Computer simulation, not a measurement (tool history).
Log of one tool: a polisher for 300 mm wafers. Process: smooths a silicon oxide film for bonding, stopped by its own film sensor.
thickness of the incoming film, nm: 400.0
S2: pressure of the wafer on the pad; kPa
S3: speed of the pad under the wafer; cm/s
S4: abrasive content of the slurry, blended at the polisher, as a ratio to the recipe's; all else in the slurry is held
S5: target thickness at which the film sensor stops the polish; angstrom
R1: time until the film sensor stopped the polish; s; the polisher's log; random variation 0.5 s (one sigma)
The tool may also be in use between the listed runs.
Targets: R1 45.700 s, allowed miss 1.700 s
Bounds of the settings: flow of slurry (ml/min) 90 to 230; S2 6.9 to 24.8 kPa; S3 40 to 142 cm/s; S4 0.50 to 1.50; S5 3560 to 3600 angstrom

run 1 hour=0.0 | flow_of_slurry_(ml/min)=150 S2=15.9 S3=90 S4=1.00 S5=3560 | R1=63.184
run 2 hour=2.8 | flow_of_slurry_(ml/min)=150 S2=15.9 S3=76 S4=1.00 S5=3560 | R1=68.859
run 3 hour=10.0 | flow_of_slurry_(ml/min)=150 S2=16.5 S3=76 S4=1.00 S5=3560 | R1=65.872
run 4 hour=14.7 | flow_of_slurry_(ml/min)=150 S2=16.5 S3=54 S4=1.00 S5=3560 | R1=77.639
run 5 hour=21.4 | flow_of_slurry_(ml/min)=150 S2=17.2 S3=54 S4=1.00 S5=3560 | R1=76.722
run 6 hour=28.8 | flow_of_slurry_(ml/min)=150 S2=17.9 S3=56 S4=1.00 S5=3560 | R1=73.849
run 7 hour=33.6 | flow_of_slurry_(ml/min)=150 S2=18.6 S3=58 S4=1.00 S5=3560 | R1=70.493
run 8 hour=39.7 | flow_of_slurry_(ml/min)=150 S2=19.3 S3=60 S4=1.00 S5=3560 | R1=68.884
run 9 hour=42.7 | flow_of_slurry_(ml/min)=150 S2=20.0 S3=64 S4=1.00 S5=3560 | R1=62.720
run 10 hour=45.4 | flow_of_slurry_(ml/min)=150 S2=20.7 S3=66 S4=1.00 S5=3560 | R1=61.668
run 11 hour=50.9 | flow_of_slurry_(ml/min)=150 S2=21.4 S3=68 S4=1.00 S5=3560 | R1=60.233
run 12 hour=53.1 | flow_of_slurry_(ml/min)=150 S2=22.1 S3=70 S4=1.00 S5=3560 | R1=57.933
run 13 hour=56.4 | flow_of_slurry_(ml/min)=150 S2=22.8 S3=72 S4=1.00 S5=3560 | R1=54.903
run 14 hour=65.1 | flow_of_slurry_(ml/min)=150 S2=22.8 S3=74 S4=1.00 S5=3560 | R1=55.646
run 15 hour=66.2 | flow_of_slurry_(ml/min)=150 S2=22.8 S3=76 S4=1.00 S5=3560 | R1=54.247
run 16 hour=68.1 | flow_of_slurry_(ml/min)=150 S2=22.8 S3=78 S4=1.00 S5=3560 | R1=53.989
run 17 hour=76.7 | flow_of_slurry_(ml/min)=150 S2=22.8 S3=80 S4=1.00 S5=3560 | R1=52.511
run 18 hour=81.5 | flow_of_slurry_(ml/min)=160 S2=24.1 S3=84 S4=1.00 S5=3560 | R1=48.553

4 next moves are on the table. One of them brings every result within its allowed miss. Which?
run A hour=86.3 | flow_of_slurry_(ml/min)=160 S2=24.1 S3=78 S4=0.95 S5=3560 | R1=?
run B hour=86.3 | flow_of_slurry_(ml/min)=145 S2=20.7 S3=92 S4=1.00 S5=3580 | R1=?
run C hour=86.3 | flow_of_slurry_(ml/min)=185 S2=23.4 S3=74 S4=1.05 S5=3560 | R1=?
run D hour=86.3 | flow_of_slurry_(ml/min)=155 S2=24.8 S3=102 S4=0.90 S5=3580 | R1=?

move=A R1=53.049
move=B R1=50.288
move=C R1=50.341
move=D R1=45.459
A: further off than the last run
B: further off than the last run
C: further off than the last run
D: meets every target
Answer: D

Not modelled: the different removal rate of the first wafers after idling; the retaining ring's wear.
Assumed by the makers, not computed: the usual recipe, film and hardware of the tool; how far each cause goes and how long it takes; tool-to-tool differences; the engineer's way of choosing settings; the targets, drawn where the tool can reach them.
